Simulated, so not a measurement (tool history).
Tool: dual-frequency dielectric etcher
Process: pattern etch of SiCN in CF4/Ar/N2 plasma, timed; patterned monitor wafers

run	hour	source power (W)	bias power (W)	Ar flow (sccm)	CF4 flow (sccm)	etch time (s)	mean etch depth across the wafer (nm)
1	0.0	520	49	87	60	79	62.804
2	6.0	520	49	87	52	79	61.645
3	12.0	540	49	87	52	79	65.028
4	12.7	590	49	87	52	79	70.392
5	21.2	590	49	87	52	79	71.492
6	26.8	590	49	93	52	79	69.424
7	27.5	600	49	93	52	79	70.758

Forecast run 8:
8	33.2	610	49	93	52	79	?

{"run 8": {"mean etch depth across the wafer (nm)": 72.097}}
